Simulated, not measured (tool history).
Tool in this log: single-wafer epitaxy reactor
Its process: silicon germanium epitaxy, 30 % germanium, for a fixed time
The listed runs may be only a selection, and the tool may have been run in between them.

run	hour	wafer temperature setpoint (pyrometer-controlled) (K)	chamber pressure (mTorr)	mean film thickness on the monitor wafer (angstrom)
1	0.0	898.15	19600	898.22
2	4.1	896.15	19500	870.70
3	13.1	894.15	19500	837.07
4	15.2	894.15	17500	803.87
5	17.2	894.15	14600	749.59
6	20.2	884.15	14600	640.38
7	21.1	885.15	14600	652.21
8	27.9	886.15	14600	662.03

Run 9 is up next; what results do you expect?
9	34.9	887.15	14600	?

mean film thickness on the monitor wafer (angstrom): 670.64
